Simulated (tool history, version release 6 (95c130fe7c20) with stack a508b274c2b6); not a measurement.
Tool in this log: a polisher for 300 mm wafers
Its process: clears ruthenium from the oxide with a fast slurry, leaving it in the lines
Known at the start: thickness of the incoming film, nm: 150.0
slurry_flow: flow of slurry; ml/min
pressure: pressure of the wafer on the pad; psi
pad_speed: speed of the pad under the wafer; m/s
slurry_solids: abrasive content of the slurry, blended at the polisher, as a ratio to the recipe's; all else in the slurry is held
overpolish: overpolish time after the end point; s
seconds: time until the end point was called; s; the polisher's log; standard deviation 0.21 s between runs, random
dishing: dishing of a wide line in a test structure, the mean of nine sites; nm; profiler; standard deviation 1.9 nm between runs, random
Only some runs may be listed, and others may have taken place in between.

| run | hour | slurry_flow | pressure | pad_speed | slurry_solids | overpolish | seconds | dishing |
|---|---|---|---|---|---|---|---|---|
| 1 | 0.0 | 300 | 2.3 | 1.28 | 1.0 | 18 | 32.777 | 46.577 |
| 2 | 1.1 | 300 | 2.4 | 1.28 | 1.0 | 19 | 31.567 | 51.484 |
| 3 | 8.0 | 300 | 2.4 | 1.28 | 1.1 | 19 | 30.961 | 50.239 |
| 4 | 9.8 | 300 | 2.5 | 1.28 | 1.1 | 20 | 29.514 | 54.892 |
| 5 | 16.0 | 300 | 2.6 | 1.28 | 1.1 | 21 | 28.591 | 58.536 |
| 6 | 23.7 | 300 | 2.7 | 1.28 | 1.1 | 21 | 27.723 | 61.193 |
| 7 | 27.1 | 300 | 2.8 | 1.28 | 1.1 | 21 | 26.736 | 61.164 |

Run 8, settings as shown, results not yet in. Your forecast:
| 8 | 32.3 | 300 | 2.9 | 1.28 | 1.1 | 21 | ? | ? |

seconds: 26.450 s
dishing: 62.568 nm
